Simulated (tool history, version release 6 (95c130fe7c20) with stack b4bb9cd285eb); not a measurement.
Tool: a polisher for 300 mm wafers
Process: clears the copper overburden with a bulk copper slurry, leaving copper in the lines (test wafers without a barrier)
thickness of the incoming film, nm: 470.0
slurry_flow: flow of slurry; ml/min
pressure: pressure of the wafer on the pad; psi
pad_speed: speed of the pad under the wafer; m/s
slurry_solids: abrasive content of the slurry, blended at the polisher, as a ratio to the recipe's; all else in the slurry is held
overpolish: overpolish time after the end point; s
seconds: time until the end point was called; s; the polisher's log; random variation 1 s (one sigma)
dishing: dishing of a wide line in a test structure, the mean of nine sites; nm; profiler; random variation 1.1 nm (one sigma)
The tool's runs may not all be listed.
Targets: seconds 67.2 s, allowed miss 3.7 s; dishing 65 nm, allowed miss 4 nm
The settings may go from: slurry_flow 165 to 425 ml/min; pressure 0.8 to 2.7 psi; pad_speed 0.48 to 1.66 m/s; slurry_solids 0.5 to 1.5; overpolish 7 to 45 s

run  hour  slurry_flow  pressure  pad_speed  slurry_solids  overpolish  seconds  dishing
  1     0          275       1.7       1.06              1          23   87.285   64.259
  2   8.8          310       1.7       1.06              1          23   81.391   63.837
  3  16.2          320       1.7       1.06              1          23   83.344   64.676
  4  18.1          320       1.7       1.06              1          17   83.774   52.585
  5  21.2          320       1.7       1.06              1          25   84.424   68.666
  6  25.2          320       1.7       1.06              1          24   86.803   67.314
  7  33.9          320       1.7       1.06              1          23   84.882   65.129
  8  38.6          320       1.7       1.06              1          22   85.422   62.854
  9  42.3          320       1.8       1.06              1          21   80.911   63.376
 10  50.4          320       1.8       1.06              1          20   79.039   63.095
 11  55.4          320       1.8       1.06              1          19   80.562   58.838
 12  56.1          320         2       1.08              1          18   71.346   62.163

Which of these 5 next moves meets every target?
  A  56.8          260       1.8       1.08           1.05          19        ?        ?
  B  56.8          260       2.1       1.12           1.05          15        ?        ?
  C  56.8          265       2.1        1.1           1.05          18        ?        ?
  D  56.8          350       2.1       1.18            1.3          15        ?        ?
  E  56.8          350       2.3       1.12           0.95          16        ?        ?

move  seconds  dishing
   A   80.541   60.137
   B   67.442   58.666
   C    68.37   66.445
   D   59.546   64.356
   E   61.487   66.661
A: further off than the last run
B: brings the result that was furthest off to its target, and leaves another outside
C: meets every target
D: takes the result that was furthest off past its target
E: takes the result that was furthest off past its target
Move C is the one to make.
